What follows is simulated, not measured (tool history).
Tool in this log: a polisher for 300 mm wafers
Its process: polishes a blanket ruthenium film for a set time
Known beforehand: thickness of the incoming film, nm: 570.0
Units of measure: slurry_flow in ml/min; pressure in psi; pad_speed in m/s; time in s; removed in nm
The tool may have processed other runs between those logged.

Run 1, hour 0: slurry_flow 280 ml/min, pressure 2.5 psi, pad_speed 1.3 m/s, time 38 s. Result: removed 63.933 nm.
Run 2, hour 8: slurry_flow 280 ml/min, pressure 2.8 psi, pad_speed 1.36 m/s, time 38 s. Result: removed 74.407 nm.
Run 3, hour 13.7: slurry_flow 280 ml/min, pressure 2.8 psi, pad_speed 1.66 m/s, time 38 s. Result: removed 88.414 nm.
Run 4, hour 19.2: slurry_flow 280 ml/min, pressure 3.1 psi, pad_speed 1.68 m/s, time 38 s. Result: removed 100.47 nm.
Run 5, hour 20.6: slurry_flow 280 ml/min, pressure 2.7 psi, pad_speed 1.68 m/s, time 38 s. Result: removed 86.642 nm.
Run 6, hour 24: slurry_flow 280 ml/min, pressure 2.7 psi, pad_speed 1.68 m/s, time 34 s. Result: removed 76.29 nm.

Predict the results of run 7:
At hour 30.3: worn pad replaced by a new one.
Run 7, hour 30.3: slurry_flow 280 ml/min, pressure 2.7 psi, pad_speed 1.68 m/s, time 34 s. Result: removed ?.

Logged for run 7: removed 82.921 nm.

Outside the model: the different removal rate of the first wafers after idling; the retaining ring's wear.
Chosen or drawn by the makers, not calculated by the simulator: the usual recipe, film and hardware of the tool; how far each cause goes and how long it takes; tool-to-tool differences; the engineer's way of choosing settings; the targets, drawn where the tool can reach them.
